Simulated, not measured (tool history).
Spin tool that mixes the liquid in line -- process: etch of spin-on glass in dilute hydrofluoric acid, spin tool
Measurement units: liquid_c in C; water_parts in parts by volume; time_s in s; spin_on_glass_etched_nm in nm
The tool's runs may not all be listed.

Run 1, hour 0: liquid_c 22 C, water_parts 70 parts by volume, time_s 15 s. Result: spin_on_glass_etched_nm 8.0302 nm.
Run 2, hour 2.5: liquid_c 22 C, water_parts 70 parts by volume, time_s 15 s. Result: spin_on_glass_etched_nm 7.981 nm.
Run 3, hour 6.8: liquid_c 24 C, water_parts 65 parts by volume, time_s 15 s. Result: spin_on_glass_etched_nm 9.3902 nm.
Run 4, hour 13.3: liquid_c 24 C, water_parts 85 parts by volume, time_s 15 s. Result: spin_on_glass_etched_nm 7.0455 nm.
Run 5, hour 21.6: liquid_c 24 C, water_parts 85 parts by volume, time_s 15 s. Result: spin_on_glass_etched_nm 7.044 nm.
Run 6, hour 22.8: liquid_c 25.5 C, water_parts 75 parts by volume, time_s 15 s. Result: spin_on_glass_etched_nm 8.5029 nm.
Run 7, hour 31.2: liquid_c 29.5 C, water_parts 45 parts by volume, time_s 15 s. Result: spin_on_glass_etched_nm 17.637 nm.
Run 8, hour 34.9: liquid_c 28 C, water_parts 45 parts by volume, time_s 15 s. Result: spin_on_glass_etched_nm 16.35 nm.
Run 9, hour 38.1: liquid_c 27 C, water_parts 45 parts by volume, time_s 15 s. Result: spin_on_glass_etched_nm 16.017 nm.

For run 10, what comes out?
Run 10, hour 39.6: liquid_c 26 C, water_parts 45 parts by volume, time_s 15 s. Result: spin_on_glass_etched_nm ?.

spin_on_glass_etched_nm: 15.422 nm
